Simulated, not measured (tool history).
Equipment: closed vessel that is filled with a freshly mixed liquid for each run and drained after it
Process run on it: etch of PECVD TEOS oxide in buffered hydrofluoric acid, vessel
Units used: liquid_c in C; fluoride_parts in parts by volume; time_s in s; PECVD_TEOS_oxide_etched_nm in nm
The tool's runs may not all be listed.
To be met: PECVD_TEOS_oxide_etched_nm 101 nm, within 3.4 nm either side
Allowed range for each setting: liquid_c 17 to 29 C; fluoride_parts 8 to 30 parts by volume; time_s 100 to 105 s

{"run": 1, "hour": 0.0, "liquid_c": 21, "fluoride_parts": 21.5, "time_s": 100, "PECVD_TEOS_oxide_etched_nm": 72.201}
{"run": 2, "hour": 1.1, "liquid_c": 22, "fluoride_parts": 21.5, "time_s": 100, "PECVD_TEOS_oxide_etched_nm": 75.214}
{"run": 3, "hour": 4.2, "liquid_c": 23.5, "fluoride_parts": 21.5, "time_s": 100, "PECVD_TEOS_oxide_etched_nm": 84.061}
{"run": 4, "hour": 11.0, "liquid_c": 21.5, "fluoride_parts": 21.5, "time_s": 100, "PECVD_TEOS_oxide_etched_nm": 75.246}
{"run": 5, "hour": 15.8, "liquid_c": 21.5, "fluoride_parts": 21.5, "time_s": 100, "PECVD_TEOS_oxide_etched_nm": 75.581}
{"run": 6, "hour": 20.0, "liquid_c": 18, "fluoride_parts": 21.5, "time_s": 100, "PECVD_TEOS_oxide_etched_nm": 61.651}
{"run": 7, "hour": 26.6, "liquid_c": 20.5, "fluoride_parts": 21, "time_s": 100, "PECVD_TEOS_oxide_etched_nm": 71.383}
{"run": 8, "hour": 28.6, "liquid_c": 22.5, "fluoride_parts": 21, "time_s": 100, "PECVD_TEOS_oxide_etched_nm": 80.322}
{"run": 9, "hour": 34.2, "liquid_c": 23.5, "fluoride_parts": 21, "time_s": 100, "PECVD_TEOS_oxide_etched_nm": 85.37}

5 next moves are on the table. One of them brings every result within its allowed miss. Which?
{"run": "A", "hour": 39.8, "liquid_c": 27, "fluoride_parts": 21, "time_s": 105, "PECVD_TEOS_oxide_etched_nm": "?"}
{"run": "B", "hour": 39.8, "liquid_c": 28.5, "fluoride_parts": 24, "time_s": 105, "PECVD_TEOS_oxide_etched_nm": "?"}
{"run": "C", "hour": 39.8, "liquid_c": 22, "fluoride_parts": 15, "time_s": 105, "PECVD_TEOS_oxide_etched_nm": "?"}
{"run": "D", "hour": 39.8, "liquid_c": 23.5, "fluoride_parts": 18.5, "time_s": 105, "PECVD_TEOS_oxide_etched_nm": "?"}
{"run": "E", "hour": 39.8, "liquid_c": 24.5, "fluoride_parts": 17.5, "time_s": 105, "PECVD_TEOS_oxide_etched_nm": "?"}

move=A PECVD_TEOS_oxide_etched_nm=109.22
move=B PECVD_TEOS_oxide_etched_nm=108
move=C PECVD_TEOS_oxide_etched_nm=114.15
move=D PECVD_TEOS_oxide_etched_nm=100.85
move=E PECVD_TEOS_oxide_etched_nm=112.51
A: the result that was furthest off in the last run now lies on the other side of its target
B: the result that was furthest off in the last run now lies on the other side of its target
C: the result that was furthest off in the last run now lies on the other side of its target
D: all results in spec
E: the result that was furthest off in the last run now lies on the other side of its target
The right move is D.
